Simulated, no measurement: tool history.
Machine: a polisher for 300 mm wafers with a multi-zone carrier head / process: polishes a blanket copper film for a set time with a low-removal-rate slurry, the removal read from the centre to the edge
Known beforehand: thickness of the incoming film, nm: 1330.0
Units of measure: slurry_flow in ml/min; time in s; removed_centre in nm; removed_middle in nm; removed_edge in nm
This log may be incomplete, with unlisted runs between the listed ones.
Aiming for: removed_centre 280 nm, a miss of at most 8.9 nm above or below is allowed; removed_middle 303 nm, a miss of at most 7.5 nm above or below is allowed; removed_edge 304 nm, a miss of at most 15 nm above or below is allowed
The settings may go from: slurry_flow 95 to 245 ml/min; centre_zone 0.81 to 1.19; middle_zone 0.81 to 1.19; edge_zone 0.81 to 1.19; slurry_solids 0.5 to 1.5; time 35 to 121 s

run  hour  slurry_flow  centre_zone  middle_zone  edge_zone  slurry_solids  time  removed_centre  removed_middle  removed_edge
  1     0          155            1            1          1              1    78          229.02          231.36        227.21
  2   6.2          155            1            1       1.07              1    78          227.02          231.07        230.51
  3  10.1          155            1         1.04       1.07              1    78          233.55          237.93        230.83
  4  13.5          160         0.99         1.04       1.08           1.05    79          238.32           244.7        240.56
  5  21.8          160         0.99         1.04       1.08           1.05    91          274.02          280.92        274.91
  6  29.8          160         0.99         1.04       1.08           1.05    81          240.84          252.73        250.81
     31.6  -- edge zone pressure recalibrated
  7  31.6          170         0.99         1.05       1.09           1.05    81          245.29          255.89        255.12
  8  34.7          175         0.99         1.06       1.09           1.05    81          246.93          256.76        258.16
  9  42.1          175         0.99         1.06       1.09           1.05    81          244.74          260.95         254.9
 10  49.3          180            1         1.06        1.1           1.05    81          248.05          261.16         265.5
 11  54.3          185         1.01         1.07        1.1           1.05    81           254.5          266.15        267.77
 12  61.8          190         1.01         1.08        1.1           1.05    81          253.76           265.8        261.81
 13  65.5          190         1.01         1.08        1.1           1.05    81          254.79          269.13        266.52
 14  72.9          195         1.01         1.09       1.11           1.05    81          262.23          271.62        259.52
 15  73.8          200         1.01         1.09       1.12            1.1    81          262.14          275.04        269.56
 16  75.3          205         1.01         1.09       1.13            1.1    81          261.36           277.7        273.37
 17  80.2          210         1.01         1.09       1.14            1.1    81          265.14          274.56        268.75
 18  83.2          205         1.01          1.1       1.15           1.15    81          264.94          280.54        271.77

4 candidate next runs follow, results not yet known. Just one meets every target within its allowed miss. Identify it.
  A  86.2          235          0.9         1.02       1.17              1   101               ?               ?             ?
  B  86.2          220         0.99         1.16       1.14           1.25    78               ?               ?             ?
  C  86.2          200         0.83         0.99       1.18           0.75   111               ?               ?             ?
  D  86.2          205         0.98          1.1       1.17            0.9    93               ?               ?             ?

move  removed_centre  removed_middle  removed_edge
   A          296.21          326.57        335.31
   B          257.92          294.05        267.03
   C          278.58          320.08        340.51
   D           279.1          306.97        296.74
A: takes the biggest miss from the last run beyond its target
B: nearer the targets than the last run, but a result is still out of spec
C: takes the biggest miss from the last run beyond its target
D: each result inside its tolerance
Correct choice: D, which meets every target

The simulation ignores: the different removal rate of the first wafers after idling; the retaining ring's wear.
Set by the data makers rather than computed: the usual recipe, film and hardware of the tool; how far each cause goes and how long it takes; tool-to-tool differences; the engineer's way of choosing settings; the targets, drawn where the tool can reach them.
